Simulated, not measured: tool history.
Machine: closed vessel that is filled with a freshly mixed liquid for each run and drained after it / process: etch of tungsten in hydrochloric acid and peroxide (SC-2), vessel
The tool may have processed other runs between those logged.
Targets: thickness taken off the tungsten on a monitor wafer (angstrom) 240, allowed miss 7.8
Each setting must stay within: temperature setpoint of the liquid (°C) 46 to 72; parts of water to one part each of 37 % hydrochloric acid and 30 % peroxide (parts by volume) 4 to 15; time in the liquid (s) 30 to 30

run  hour  temperature setpoint of the liquid (°C)  parts of water to one part each of 37 % hydrochloric acid and 30 % peroxide (parts by volume)  time in the liquid (s)  thickness taken off the tungsten on a monitor wafer (angstrom)
  1     0                                       62                                                                                            8.5                      30                                                          153.25
  2     9                                       63                                                                                            8.5                      30                                                          161.14
  3  15.6                                       64                                                                                            8.5                      30                                                          171.44
  4  19.4                                       64                                                                                              6                      30                                                          221.27
  5  26.6                                       64                                                                                              8                      30                                                          183.52
  6  35.5                                       64                                                                                              9                      30                                                           161.7
     40.7  -- new drum of peroxide connected
  7  40.7                                       65                                                                                              9                      30                                                          184.91
  8  45.4                                     65.5                                                                                              9                      30                                                           192.5

5 next moves are on the table. One of them brings every result within its allowed miss. Which?
  A  50.1                                       63                                                                                             10                      30                                                               ?
  B  50.1                                       65                                                                                            6.5                      30                                                               ?
  C  50.1                                     68.5                                                                                             10                      30                                                               ?
  D  50.1                                       60                                                                                              7                      30                                                               ?
  E  50.1                                     67.5                                                                                             15                      30                                                               ?

move  thickness taken off the tungsten on a monitor wafer (angstrom)
   A                                                          150.21
   B                                                           239.7
   C                                                          209.66
   D                                                           166.2
   E                                                           139.4
A: misses by more than the last run did
B: meets every target
C: moves toward the targets from the last run without getting all of them in spec
D: misses by more than the last run did
E: misses by more than the last run did
Move B is the one to make.

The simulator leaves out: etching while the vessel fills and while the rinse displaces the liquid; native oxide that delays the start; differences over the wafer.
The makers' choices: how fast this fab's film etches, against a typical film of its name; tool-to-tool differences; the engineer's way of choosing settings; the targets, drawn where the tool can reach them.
